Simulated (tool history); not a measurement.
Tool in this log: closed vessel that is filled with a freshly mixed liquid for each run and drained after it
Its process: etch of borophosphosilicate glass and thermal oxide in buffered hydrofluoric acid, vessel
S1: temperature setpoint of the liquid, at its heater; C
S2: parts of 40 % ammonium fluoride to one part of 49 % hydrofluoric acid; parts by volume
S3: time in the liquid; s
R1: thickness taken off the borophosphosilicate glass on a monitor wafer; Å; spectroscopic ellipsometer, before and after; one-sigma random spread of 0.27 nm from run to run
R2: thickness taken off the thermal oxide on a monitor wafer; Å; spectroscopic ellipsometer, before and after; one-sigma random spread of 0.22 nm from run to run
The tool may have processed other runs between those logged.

run,hour,S1,S2,S3,R1,R2
1,0.0,20.0,14.5,60,522.75,393.11
2,5.2,19.5,14.5,60,514.97,384.26
3,11.5,19.5,12.5,60,593.95,437.16
4,17.4,19.5,15.0,60,499.01,370.16
5,21.0,22.0,15.0,60,570.16,422.43
6,25.3,24.5,15.0,60,648.69,489.69
7,34.5,23.0,15.0,60,602.77,452.69
8,37.3,22.0,15.0,60,566.41,425.88

What does the tool deliver on the next run?
9,38.6,21.0,15.0,60,?,?

R1: 535.82 Å
R2: 402.95 Å

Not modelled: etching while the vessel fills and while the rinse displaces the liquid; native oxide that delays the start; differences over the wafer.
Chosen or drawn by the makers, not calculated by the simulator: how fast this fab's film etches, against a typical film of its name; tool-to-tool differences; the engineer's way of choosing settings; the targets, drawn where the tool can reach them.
